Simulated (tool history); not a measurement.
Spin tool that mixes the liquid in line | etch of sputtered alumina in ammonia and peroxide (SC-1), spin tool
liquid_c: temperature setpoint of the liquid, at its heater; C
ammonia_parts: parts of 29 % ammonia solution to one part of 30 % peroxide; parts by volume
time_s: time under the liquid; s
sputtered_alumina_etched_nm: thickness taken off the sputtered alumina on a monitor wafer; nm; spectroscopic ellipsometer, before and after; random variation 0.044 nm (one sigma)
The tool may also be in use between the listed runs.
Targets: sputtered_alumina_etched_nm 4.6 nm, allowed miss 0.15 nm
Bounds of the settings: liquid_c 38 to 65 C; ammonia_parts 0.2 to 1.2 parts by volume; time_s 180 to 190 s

run  hour  liquid_c  ammonia_parts  time_s  sputtered_alumina_etched_nm
  1     0        49            0.7     180                       7.4437
  2   8.5        49            0.5     180                        7.277
  3  14.2      47.5            0.5     180                       6.6165
  4  21.3      46.5            0.5     180                       6.2834
  5    27      46.5            0.5     190                       6.5656
  6  30.1      46.5            0.5     190                       6.6933
  7  34.6      45.5            0.5     190                       6.2342
  8  37.6      39.5            0.5     190                       4.4356

Which of these 4 next moves meets every target?
  A  40.6        41            0.3     190                            ?
  B  40.6      38.5           0.45     190                            ?
  C  40.6        38           0.85     190                            ?
  D  40.6        39           0.65     185                            ?

move  sputtered_alumina_etched_nm
   A                       4.5852
   B                       4.1113
   C                       4.2402
   D                       4.2714
A: meets every target
B: further off than the last run
C: further off than the last run
D: further off than the last run
Move A is the one to make.
